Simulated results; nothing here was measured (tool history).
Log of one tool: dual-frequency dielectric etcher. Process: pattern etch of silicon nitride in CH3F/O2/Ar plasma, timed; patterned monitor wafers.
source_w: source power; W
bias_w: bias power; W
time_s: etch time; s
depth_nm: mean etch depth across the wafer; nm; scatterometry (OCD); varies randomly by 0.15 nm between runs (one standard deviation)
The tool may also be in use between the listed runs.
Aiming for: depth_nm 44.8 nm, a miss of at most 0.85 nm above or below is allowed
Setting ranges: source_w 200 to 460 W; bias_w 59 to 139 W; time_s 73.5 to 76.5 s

run  hour  source_w  bias_w  time_s  depth_nm
  1     0       330      99    73.5    54.403
  2   8.7       330      99    76.5    56.637
  3  11.7       330      99    76.5    56.679
  4  12.5       330      99    73.5    54.719
  5  14.6       280      99    73.5    51.648
  6  22.4       280      99    73.5    51.504
     24.1  -- bias power generator calibrated
  7  24.1       270      96    73.5    49.288
  8  29.1       260      96    73.5    48.861
  9    30       250      95    73.5    47.842
 10  37.5       250      95    73.5    48.117
 11  45.1       240      94    73.5    47.044
 12    52       230      94    73.5    46.517
 13  58.7       220      93    73.5    45.874

Exactly one of the 5 candidate moves below puts every result within its allowed miss. Which one?
  A  65.4       220      89    76.5         ?
  B  65.4       220      85    75.5         ?
  C  65.4       200     101    75.5         ?
  D  65.4       250      84      76         ?
  E  65.4       220      94    74.5         ?

move  depth_nm
   A    46.642
   B    45.054
   C    47.511
   D    46.853
   E    46.596
A: its largest miss is bigger than the last run's
B: in spec on every target
C: its largest miss is bigger than the last run's
D: its largest miss is bigger than the last run's
E: its largest miss is bigger than the last run's
B meets every target.

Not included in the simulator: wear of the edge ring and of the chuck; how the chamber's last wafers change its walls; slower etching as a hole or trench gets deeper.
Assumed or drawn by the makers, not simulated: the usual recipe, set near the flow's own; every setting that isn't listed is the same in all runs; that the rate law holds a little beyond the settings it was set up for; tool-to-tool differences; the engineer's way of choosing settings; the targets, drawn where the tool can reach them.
